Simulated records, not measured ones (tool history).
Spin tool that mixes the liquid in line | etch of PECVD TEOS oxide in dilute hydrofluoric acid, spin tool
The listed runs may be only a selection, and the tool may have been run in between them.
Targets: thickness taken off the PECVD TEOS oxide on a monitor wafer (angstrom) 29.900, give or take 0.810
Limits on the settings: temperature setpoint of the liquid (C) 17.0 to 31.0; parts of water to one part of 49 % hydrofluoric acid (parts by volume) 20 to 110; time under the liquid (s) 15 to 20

run  hour  temperature setpoint of the liquid (C)  parts of water to one part of 49 % hydrofluoric acid (parts by volume)  time under the liquid (s)  thickness taken off the PECVD TEOS oxide on a monitor wafer (angstrom)
  1   0.0                                    23.0                                                                      60                         20                                                                  69.169
  2   1.2                                    23.0                                                                      60                         20                                                                  67.907
  3   8.5                                    22.5                                                                      65                         20                                                                  60.587
  4  10.4                                    20.5                                                                      65                         20                                                                  56.926
  5  17.6                                    20.0                                                                      70                         20                                                                  51.305
  6  19.0                                    18.5                                                                      70                         20                                                                  48.599
  7  23.8                                    18.5                                                                      70                         20                                                                  48.404
  8  25.3                                    17.5                                                                      85                         20                                                                  37.172

Next run, 4 choices. One meets every target within its allowed miss, the rest don't. Which?
  A  26.8                                    24.5                                                                     105                         15                                                                       ?
  B  26.8                                    17.5                                                                     100                         20                                                                       ?
  C  26.8                                    19.0                                                                     105                         20                                                                       ?
  D  26.8                                    17.5                                                                      85                         15                                                                       ?

move  thickness taken off the PECVD TEOS oxide on a monitor wafer (angstrom)
   A                                                                  29.167
   B                                                                  30.900
   C                                                                  31.159
   D                                                                  27.703
A: each result inside its tolerance
B: gains on the last run, yet a result remains outside its allowed miss
C: gains on the last run, yet a result remains outside its allowed miss
D: takes the result that was furthest off past its target
A meets every target.
